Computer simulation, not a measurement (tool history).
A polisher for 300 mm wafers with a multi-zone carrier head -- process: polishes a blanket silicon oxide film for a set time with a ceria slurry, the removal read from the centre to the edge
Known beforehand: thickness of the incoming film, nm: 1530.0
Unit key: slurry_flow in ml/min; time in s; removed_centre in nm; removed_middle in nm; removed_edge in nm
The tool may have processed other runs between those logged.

{"run": 1, "day": 0.0, "slurry_flow": 160, "centre_zone": 1, "middle_zone": 1, "edge_zone": 1, "time": 87, "removed_centre": 430.09, "removed_middle": 425.74, "removed_edge": 419.64}
{"run": 2, "day": 0.338, "slurry_flow": 160, "centre_zone": 1, "middle_zone": 0.97, "edge_zone": 1, "time": 87, "removed_centre": 434.38, "removed_middle": 413.21, "removed_edge": 430.45}
{"run": 3, "day": 0.675, "slurry_flow": 160, "centre_zone": 1, "middle_zone": 0.97, "edge_zone": 1, "time": 104, "removed_centre": 517.08, "removed_middle": 511.05, "removed_edge": 511.18}
{"run": 4, "day": 0.804, "slurry_flow": 160, "centre_zone": 1, "middle_zone": 0.97, "edge_zone": 1, "time": 117, "removed_centre": 577.58, "removed_middle": 559.06, "removed_edge": 569.72}
{"run": 5, "day": 1.121, "slurry_flow": 180, "centre_zone": 1.03, "middle_zone": 1, "edge_zone": 1.01, "time": 118, "removed_centre": 607.83, "removed_middle": 581.22, "removed_edge": 590.7}
{"run": 6, "day": 1.458, "slurry_flow": 185, "centre_zone": 1.06, "middle_zone": 1.04, "edge_zone": 1, "time": 120, "removed_centre": 656.91, "removed_middle": 621.5, "removed_edge": 593.51}
{"run": 7, "day": 1.638, "slurry_flow": 230, "centre_zone": 1.08, "middle_zone": 1.06, "edge_zone": 1.02, "time": 120, "removed_centre": 674.09, "removed_middle": 649.55, "removed_edge": 608.82}

Predict the results of run 8:
{"run": 8, "day": 1.775, "slurry_flow": 230, "centre_zone": 1.09, "middle_zone": 1.06, "edge_zone": 1.02, "time": 120, "removed_centre": "?", "removed_middle": "?", "removed_edge": "?"}

removed_centre: 692.29 nm
removed_middle: 645.15 nm
removed_edge: 612.71 nm
